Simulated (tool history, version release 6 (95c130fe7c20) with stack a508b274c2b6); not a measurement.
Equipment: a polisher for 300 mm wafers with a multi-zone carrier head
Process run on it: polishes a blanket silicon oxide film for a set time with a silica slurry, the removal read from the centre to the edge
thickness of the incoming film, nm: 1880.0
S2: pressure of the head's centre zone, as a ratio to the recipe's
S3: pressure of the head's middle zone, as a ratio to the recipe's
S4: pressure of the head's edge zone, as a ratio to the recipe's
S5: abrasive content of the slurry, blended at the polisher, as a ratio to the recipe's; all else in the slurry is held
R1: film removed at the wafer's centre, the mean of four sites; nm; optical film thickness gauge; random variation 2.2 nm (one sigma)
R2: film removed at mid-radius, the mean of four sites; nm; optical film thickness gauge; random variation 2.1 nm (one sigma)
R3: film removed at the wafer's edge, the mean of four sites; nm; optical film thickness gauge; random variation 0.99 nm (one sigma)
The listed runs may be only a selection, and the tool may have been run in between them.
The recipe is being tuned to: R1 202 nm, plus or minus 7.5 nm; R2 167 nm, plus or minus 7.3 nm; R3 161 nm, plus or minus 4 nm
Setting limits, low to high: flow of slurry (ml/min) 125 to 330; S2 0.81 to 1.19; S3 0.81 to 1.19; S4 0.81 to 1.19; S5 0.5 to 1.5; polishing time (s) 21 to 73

Run 1, hour 0: flow of slurry (ml/min) 210, S2 1, S3 1, S4 1, S5 1, polishing time (s) 47. Result: R1 180.47 nm, R2 179.91 nm, R3 182.1 nm.
Run 2, hour 1.3: flow of slurry (ml/min) 210, S2 1.02, S3 1, S4 0.98, S5 1, polishing time (s) 47. Result: R1 185.93 nm, R2 183.82 nm, R3 178.84 nm.
Run 3, hour 8: flow of slurry (ml/min) 210, S2 1.02, S3 0.95, S4 0.98, S5 1, polishing time (s) 47. Result: R1 183.89 nm, R2 169.58 nm, R3 179.55 nm.
Run 4, hour 14.6: flow of slurry (ml/min) 210, S2 1.03, S3 0.95, S4 0.96, S5 1, polishing time (s) 47. Result: R1 183.84 nm, R2 172.94 nm, R3 176.34 nm.
Run 5, hour 22.3: flow of slurry (ml/min) 210, S2 1.05, S3 0.94, S4 0.95, S5 1, polishing time (s) 47. Result: R1 190.32 nm, R2 171.9 nm, R3 176.1 nm.
Run 6, hour 25.7: flow of slurry (ml/min) 210, S2 1.06, S3 0.94, S4 0.94, S5 1, polishing time (s) 47. Result: R1 191.71 nm, R2 172.15 nm, R3 175.69 nm.
Run 7, hour 28.6: flow of slurry (ml/min) 210, S2 1.07, S3 0.94, S4 0.93, S5 1, polishing time (s) 47. Result: R1 192.01 nm, R2 172.16 nm, R3 174.49 nm.
Run 8, hour 32.2: flow of slurry (ml/min) 210, S2 1.08, S3 0.94, S4 0.92, S5 1, polishing time (s) 47. Result: R1 196.18 nm, R2 169.88 nm, R3 176.33 nm.
Run 9, hour 34.9: flow of slurry (ml/min) 210, S2 1.09, S3 0.95, S4 0.91, S5 1, polishing time (s) 47. Result: R1 191.71 nm, R2 170.36 nm, R3 174.66 nm.
Run 10, hour 35.7: flow of slurry (ml/min) 225, S2 1.1, S3 0.95, S4 0.9, S5 0.95, polishing time (s) 47. Result: R1 195.44 nm, R2 168.34 nm, R3 168.54 nm.
Run 11, hour 43.6: flow of slurry (ml/min) 230, S2 1.1, S3 0.95, S4 0.89, S5 0.95, polishing time (s) 47. Result: R1 198.31 nm, R2 170.06 nm, R3 170.44 nm.
Run 12, hour 47.7: flow of slurry (ml/min) 230, S2 1.11, S3 0.95, S4 0.88, S5 0.95, polishing time (s) 47. Result: R1 197.59 nm, R2 170.73 nm, R3 169.15 nm.
Run 13, hour 56.3: flow of slurry (ml/min) 230, S2 1.12, S3 0.95, S4 0.87, S5 0.95, polishing time (s) 47. Result: R1 195.84 nm, R2 171.52 nm, R3 168.63 nm.

Consider the 5 candidate settings below. Which is the only one whose results all fall within their allowed miss of target?
Run A, hour 64.9: flow of slurry (ml/min) 280, S2 1.15, S3 0.95, S4 0.84, S5 0.9, polishing time (s) 46. Result: R1 ?, R2 ?, R3 ?.
Run B, hour 64.9: flow of slurry (ml/min) 180, S2 1.01, S3 0.88, S4 0.92, S5 1.05, polishing time (s) 48. Result: R1 ?, R2 ?, R3 ?.
Run C, hour 64.9: flow of slurry (ml/min) 220, S2 1.04, S3 0.97, S4 0.88, S5 1, polishing time (s) 47. Result: R1 ?, R2 ?, R3 ?.
Run D, hour 64.9: flow of slurry (ml/min) 255, S2 1.07, S3 0.9, S4 0.87, S5 0.75, polishing time (s) 54. Result: R1 ?, R2 ?, R3 ?.
Run E, hour 64.9: flow of slurry (ml/min) 170, S2 1.17, S3 0.88, S4 0.9, S5 1.15, polishing time (s) 47. Result: R1 ?, R2 ?, R3 ?.

move      R1      R2      R3
   A  202.08  164.53  160.68
   B  184.69  162.22  178.09
   C  188.54  173.37  170.94
   D  203.17  170.52  177.24
   E  214.74  162.69  177.34
A: all results in spec
B: further off than the last run
C: further off than the last run
D: further off than the last run
E: further off than the last run
The right move is A.
